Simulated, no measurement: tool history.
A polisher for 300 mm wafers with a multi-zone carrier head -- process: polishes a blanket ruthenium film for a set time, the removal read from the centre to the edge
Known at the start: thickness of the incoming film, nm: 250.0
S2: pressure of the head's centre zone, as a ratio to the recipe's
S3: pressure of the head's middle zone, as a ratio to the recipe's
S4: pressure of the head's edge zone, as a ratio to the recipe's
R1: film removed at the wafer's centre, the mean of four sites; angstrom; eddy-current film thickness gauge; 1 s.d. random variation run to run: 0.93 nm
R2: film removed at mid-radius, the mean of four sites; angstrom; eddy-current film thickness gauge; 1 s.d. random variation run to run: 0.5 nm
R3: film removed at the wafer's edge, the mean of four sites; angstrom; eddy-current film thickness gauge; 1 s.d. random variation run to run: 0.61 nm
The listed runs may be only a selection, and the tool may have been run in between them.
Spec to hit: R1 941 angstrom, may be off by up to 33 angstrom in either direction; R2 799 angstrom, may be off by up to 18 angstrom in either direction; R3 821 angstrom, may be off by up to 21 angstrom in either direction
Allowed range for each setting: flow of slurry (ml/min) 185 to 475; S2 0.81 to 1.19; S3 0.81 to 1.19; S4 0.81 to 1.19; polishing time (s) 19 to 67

Run 1, day 0: flow of slurry (ml/min) 305, S2 1, S3 1, S4 1, polishing time (s) 43. Result: R1 618.93 angstrom, R2 626.67 angstrom, R3 599.08 angstrom.
Run 2, day 0.321: flow of slurry (ml/min) 305, S2 1, S3 1, S4 1, polishing time (s) 36. Result: R1 522.76 angstrom, R2 523.44 angstrom, R3 502.61 angstrom.
Run 3, day 0.538: flow of slurry (ml/min) 310, S2 1.03, S3 1, S4 1.02, polishing time (s) 38. Result: R1 557.61 angstrom, R2 559.03 angstrom, R3 535.88 angstrom.
Run 4, day 0.688: flow of slurry (ml/min) 310, S2 1.03, S3 1, S4 0.96, polishing time (s) 38. Result: R1 564.94 angstrom, R2 553.5 angstrom, R3 516.27 angstrom.
Run 5, day 0.879: flow of slurry (ml/min) 315, S2 1.05, S3 0.99, S4 0.98, polishing time (s) 40. Result: R1 604.07 angstrom, R2 579.5 angstrom, R3 559.05 angstrom.
Run 6, day 0.962: flow of slurry (ml/min) 325, S2 1.07, S3 0.99, S4 0.98, polishing time (s) 42. Result: R1 651.71 angstrom, R2 603.37 angstrom, R3 577.98 angstrom.
Run 7, day 1.225: flow of slurry (ml/min) 330, S2 1.09, S3 0.99, S4 1.01, polishing time (s) 44. Result: R1 700.8 angstrom, R2 640.04 angstrom, R3 618.96 angstrom.
Run 8, day 1.367: flow of slurry (ml/min) 335, S2 1.1, S3 0.99, S4 1.03, polishing time (s) 45. Result: R1 719.17 angstrom, R2 658.31 angstrom, R3 638.88 angstrom.
Run 9, day 1.608: flow of slurry (ml/min) 340, S2 1.11, S3 0.99, S4 1.05, polishing time (s) 46. Result: R1 733.91 angstrom, R2 664.76 angstrom, R3 657.93 angstrom.
Run 10, day 1.742: flow of slurry (ml/min) 345, S2 1.12, S3 0.99, S4 1.06, polishing time (s) 47. Result: R1 767.79 angstrom, R2 692.22 angstrom, R3 688.74 angstrom.
Run 11, day 2.067: flow of slurry (ml/min) 355, S2 1.13, S3 0.99, S4 1.07, polishing time (s) 48. Result: R1 806.71 angstrom, R2 698.59 angstrom, R3 698.82 angstrom.

4 next moves are on the table. One of them brings every result within its allowed miss. Which?
Run A, day 2.392: flow of slurry (ml/min) 365, S2 1.12, S3 0.94, S4 0.98, polishing time (s) 54. Result: R1 ?, R2 ?, R3 ?.
Run B, day 2.392: flow of slurry (ml/min) 315, S2 1.18, S3 1, S4 1.13, polishing time (s) 55. Result: R1 ?, R2 ?, R3 ?.
Run C, day 2.392: flow of slurry (ml/min) 395, S2 1.11, S3 0.97, S4 1.09, polishing time (s) 53. Result: R1 ?, R2 ?, R3 ?.
Run D, day 2.392: flow of slurry (ml/min) 320, S2 1.19, S3 0.93, S4 1.03, polishing time (s) 55. Result: R1 ?, R2 ?, R3 ?.

move      R1      R2      R3
   A  890.09  758.07  757.56
   B  941.49  801.79  818.61
   C  872.12  768.75  787.01
   D  950.72  755.67  783.14
A: closer than the last run, but not yet in spec
B: all results land within tolerance of their targets
C: closer than the last run, but not yet in spec
D: closer than the last run, but not yet in spec
The move that meets every target is B.
